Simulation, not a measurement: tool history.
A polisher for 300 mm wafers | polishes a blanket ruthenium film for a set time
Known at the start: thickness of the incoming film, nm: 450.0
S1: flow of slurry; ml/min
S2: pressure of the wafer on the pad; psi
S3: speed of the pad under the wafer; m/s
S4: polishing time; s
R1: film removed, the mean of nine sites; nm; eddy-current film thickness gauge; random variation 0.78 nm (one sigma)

run 1 hour=0.0 | S1=175 S2=1.8 S3=1.22 S4=23 | R1=31.775
run 2 hour=1.6 | S1=175 S2=1.8 S3=1.22 S4=21 | R1=28.398
run 3 hour=4.4 | S1=175 S2=2.1 S3=1.26 S4=21 | R1=33.921
run 4 hour=13.2 | S1=155 S2=2.1 S3=1.26 S4=21 | R1=33.691
run 5 hour=16.3 | S1=135 S2=2.1 S3=1.26 S4=21 | R1=31.785
run 6 hour=20.3 | S1=135 S2=2.1 S3=1.26 S4=23 | R1=35.213
run 7 hour=28.4 | S1=140 S2=2.3 S3=1.30 S4=23 | R1=39.331
run 8 hour=37.4 | S1=150 S2=2.5 S3=1.34 S4=23 | R1=46.400
run 9 hour=45.3 | S1=160 S2=2.6 S3=1.34 S4=23 | R1=46.852
run 10 hour=53.1 | S1=160 S2=2.7 S3=1.38 S4=23 | R1=50.299

Forecast run 11:
run 11 hour=61.1 | S1=160 S2=2.7 S3=1.40 S4=23 | R1=?

R1: 51.294 nm

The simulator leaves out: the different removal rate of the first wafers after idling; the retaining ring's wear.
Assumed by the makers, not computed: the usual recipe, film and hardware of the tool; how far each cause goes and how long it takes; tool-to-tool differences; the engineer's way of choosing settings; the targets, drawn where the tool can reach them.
